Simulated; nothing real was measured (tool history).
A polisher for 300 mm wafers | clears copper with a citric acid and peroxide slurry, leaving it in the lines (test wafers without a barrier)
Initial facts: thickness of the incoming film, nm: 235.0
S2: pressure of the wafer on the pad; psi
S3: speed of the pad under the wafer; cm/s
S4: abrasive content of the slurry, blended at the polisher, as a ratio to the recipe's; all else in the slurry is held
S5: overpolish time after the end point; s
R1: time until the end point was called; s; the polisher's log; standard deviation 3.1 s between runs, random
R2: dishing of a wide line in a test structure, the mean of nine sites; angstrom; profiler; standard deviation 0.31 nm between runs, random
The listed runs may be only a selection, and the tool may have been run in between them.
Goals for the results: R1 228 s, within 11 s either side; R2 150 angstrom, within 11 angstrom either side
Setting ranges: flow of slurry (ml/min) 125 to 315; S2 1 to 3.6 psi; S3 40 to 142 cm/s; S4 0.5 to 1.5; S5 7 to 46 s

{"run": 1, "hour": 0.0, "flow of slurry (ml/min)": 205, "S2": 2.3, "S3": 90, "S4": 1, "S5": 24, "R1": 138.69, "R2": 288.28}
{"run": 2, "hour": 1.1, "flow of slurry (ml/min)": 205, "S2": 2.1, "S3": 90, "S4": 1, "S5": 23, "R1": 150.6, "R2": 258.8}
{"run": 3, "hour": 4.5, "flow of slurry (ml/min)": 205, "S2": 2.1, "S3": 108, "S4": 1, "S5": 23, "R1": 130.44, "R2": 294.47}
{"run": 4, "hour": 11.8, "flow of slurry (ml/min)": 205, "S2": 2, "S3": 106, "S4": 1, "S5": 22, "R1": 138.19, "R2": 279.18}
{"run": 5, "hour": 16.5, "flow of slurry (ml/min)": 205, "S2": 1.9, "S3": 104, "S4": 1, "S5": 21, "R1": 148.58, "R2": 241.8}
{"run": 6, "hour": 22.5, "flow of slurry (ml/min)": 205, "S2": 1.9, "S3": 84, "S4": 1, "S5": 21, "R1": 177.7, "R2": 204.82}
{"run": 7, "hour": 27.7, "flow of slurry (ml/min)": 205, "S2": 1.8, "S3": 84, "S4": 1, "S5": 21, "R1": 191.87, "R2": 199.46}
{"run": 8, "hour": 32.5, "flow of slurry (ml/min)": 205, "S2": 1.8, "S3": 84, "S4": 1, "S5": 20, "R1": 190.15, "R2": 190.11}
{"run": 9, "hour": 37.5, "flow of slurry (ml/min)": 205, "S2": 1.6, "S3": 84, "S4": 1, "S5": 19, "R1": 206.41, "R2": 159.17}

Which single option among these 5 for the next run brings every result within its allowed miss of target? Just one does.
{"run": "A", "hour": 42.5, "flow of slurry (ml/min)": 190, "S2": 1.7, "S3": 90, "S4": 1.05, "S5": 18, "R1": "?", "R2": "?"}
{"run": "B", "hour": 42.5, "flow of slurry (ml/min)": 225, "S2": 1.8, "S3": 94, "S4": 0.95, "S5": 14, "R1": "?", "R2": "?"}
{"run": "C", "hour": 42.5, "flow of slurry (ml/min)": 230, "S2": 1.7, "S3": 92, "S4": 1.05, "S5": 18, "R1": "?", "R2": "?"}
{"run": "D", "hour": 42.5, "flow of slurry (ml/min)": 225, "S2": 1.4, "S3": 84, "S4": 0.95, "S5": 24, "R1": "?", "R2": "?"}
{"run": "E", "hour": 42.5, "flow of slurry (ml/min)": 210, "S2": 1.6, "S3": 78, "S4": 0.95, "S5": 19, "R1": "?", "R2": "?"}

move=A R1=185.24 R2=174.22
move=B R1=169.39 R2=149.96
move=C R1=177.51 R2=181.23
move=D R1=239.32 R2=178.46
move=E R1=228.01 R2=150.81
A: the biggest miss grows against the last run
B: the biggest miss grows against the last run
C: the biggest miss grows against the last run
D: the result that was furthest off in the last run now lies on the other side of its target
E: hits every target within its allowed miss
Move E is the one to make.
